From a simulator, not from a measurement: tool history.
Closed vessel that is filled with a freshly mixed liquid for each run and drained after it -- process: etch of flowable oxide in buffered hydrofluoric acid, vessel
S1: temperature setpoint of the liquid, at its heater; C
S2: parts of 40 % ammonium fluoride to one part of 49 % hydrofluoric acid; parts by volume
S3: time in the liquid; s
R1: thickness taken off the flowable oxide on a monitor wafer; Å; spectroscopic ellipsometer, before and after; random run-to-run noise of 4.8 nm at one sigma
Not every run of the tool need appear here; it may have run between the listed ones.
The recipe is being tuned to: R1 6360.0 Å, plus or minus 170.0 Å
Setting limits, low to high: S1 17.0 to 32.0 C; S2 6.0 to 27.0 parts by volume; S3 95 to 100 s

run 1 hour=0.0 | S1=24.0 S2=16.5 S3=95 | R1=2763.0
run 2 hour=7.7 | S1=25.5 S2=15.0 S3=95 | R1=3303.8
run 3 hour=9.9 | S1=25.5 S2=18.0 S3=95 | R1=2728.9
run 4 hour=16.9 | S1=25.5 S2=18.0 S3=95 | R1=2759.9
run 5 hour=20.6 | S1=27.0 S2=16.5 S3=95 | R1=3262.5
run 6 hour=29.1 | S1=28.0 S2=15.0 S3=95 | R1=3761.4
run 7 hour=31.3 | S1=29.0 S2=14.0 S3=95 | R1=4222.3
run 8 hour=34.1 | S1=29.5 S2=13.0 S3=95 | R1=4731.9
run 9 hour=37.1 | S1=30.0 S2=12.5 S3=95 | R1=5035.1

Of the 4 settings listed for the next run, only one would bring every result within its allowed miss of target. Which one?
run A hour=40.1 | S1=28.5 S2=15.0 S3=95 | R1=?
run B hour=40.1 | S1=30.5 S2=10.5 S3=100 | R1=?
run C hour=40.1 | S1=32.0 S2=9.5 S3=100 | R1=?
run D hour=40.1 | S1=27.5 S2=10.0 S3=100 | R1=?

move=A R1=3869.1
move=B R1=6411.1
move=C R1=7505.6
move=D R1=5737.9
A: its largest miss is bigger than the last run's
B: each result inside its tolerance
C: the result that was furthest off in the last run now lies on the other side of its target
D: better than the last run, though not everything is in spec
B is the move that brings every result within its allowed miss.
